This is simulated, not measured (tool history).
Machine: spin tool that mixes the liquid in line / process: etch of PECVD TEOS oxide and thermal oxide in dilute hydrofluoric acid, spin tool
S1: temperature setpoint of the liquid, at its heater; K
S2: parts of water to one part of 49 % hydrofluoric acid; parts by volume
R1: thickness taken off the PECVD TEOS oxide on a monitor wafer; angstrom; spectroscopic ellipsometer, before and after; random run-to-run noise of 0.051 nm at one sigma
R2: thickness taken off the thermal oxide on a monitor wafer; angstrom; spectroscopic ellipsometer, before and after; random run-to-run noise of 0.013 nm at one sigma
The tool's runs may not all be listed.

run 1 hour=0 | S1=294.15 S2=110 time_under_the_liquid_(s)=125 | R1=79.5 R2=47.546
run 2 hour=7.4 | S1=293.15 S2=115 time_under_the_liquid_(s)=125 | R1=73.589 R2=43.798
run 3 hour=14.3 | S1=292.15 S2=120 time_under_the_liquid_(s)=125 | R1=67.569 R2=40.288
run 4 hour=21.8 | S1=291.65 S2=125 time_under_the_liquid_(s)=125 | R1=62.713 R2=37.692
run 5 hour=28.7 | S1=290.15 S2=125 time_under_the_liquid_(s)=125 | R1=57.899 R2=35.334
run 6 hour=37.3 | S1=290.15 S2=125 time_under_the_liquid_(s)=150 | R1=70.846 R2=42.021

Run 7 has not been measured yet. What should we expect?
run 7 hour=43.2 | S1=290.15 S2=125 time_under_the_liquid_(s)=150 | R1=? R2=?

Run 7 produced R1 70.411 angstrom, R2 42.542 angstrom.
